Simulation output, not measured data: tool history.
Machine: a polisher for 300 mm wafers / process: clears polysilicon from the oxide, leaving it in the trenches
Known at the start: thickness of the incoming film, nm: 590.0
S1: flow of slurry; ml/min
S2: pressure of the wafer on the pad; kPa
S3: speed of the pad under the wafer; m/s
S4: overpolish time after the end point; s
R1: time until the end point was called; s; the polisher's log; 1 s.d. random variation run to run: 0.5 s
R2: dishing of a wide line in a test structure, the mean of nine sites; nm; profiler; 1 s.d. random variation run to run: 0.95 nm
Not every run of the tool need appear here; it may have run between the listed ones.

Run 1, day 0.000: S1 255 ml/min, S2 12.4 kPa, S3 0.86 m/s, S4 29 s. Result: R1 76.042 s, R2 69.183 nm.
Run 2, day 0.275: S1 260 ml/min, S2 13.8 kPa, S3 0.86 m/s, S4 25 s. Result: R1 69.262 s, R2 67.955 nm.
Run 3, day 0.538: S1 260 ml/min, S2 13.8 kPa, S3 0.66 m/s, S4 25 s. Result: R1 82.232 s, R2 66.327 nm.
Run 4, day 0.917: S1 260 ml/min, S2 15.2 kPa, S3 0.66 m/s, S4 23 s. Result: R1 74.526 s, R2 64.584 nm.
Run 5, day 1.125: S1 260 ml/min, S2 15.9 kPa, S3 0.66 m/s, S4 25 s. Result: R1 71.888 s, R2 67.682 nm.
Run 6, day 1.479: S1 260 ml/min, S2 15.9 kPa, S3 0.66 m/s, S4 37 s. Result: R1 71.409 s, R2 70.851 nm.
Run 7, day 1.588: S1 265 ml/min, S2 16.5 kPa, S3 0.66 m/s, S4 32 s. Result: R1 67.924 s, R2 69.045 nm.

The next listed run, before its measurement:
At day 1.875: head pressure recalibrated.
Run 8, day 1.875: S1 270 ml/min, S2 17.2 kPa, S3 0.66 m/s, S4 30 s. Result: R1 ?, R2 ?.

R1: 61.973 s
R2: 70.036 nm

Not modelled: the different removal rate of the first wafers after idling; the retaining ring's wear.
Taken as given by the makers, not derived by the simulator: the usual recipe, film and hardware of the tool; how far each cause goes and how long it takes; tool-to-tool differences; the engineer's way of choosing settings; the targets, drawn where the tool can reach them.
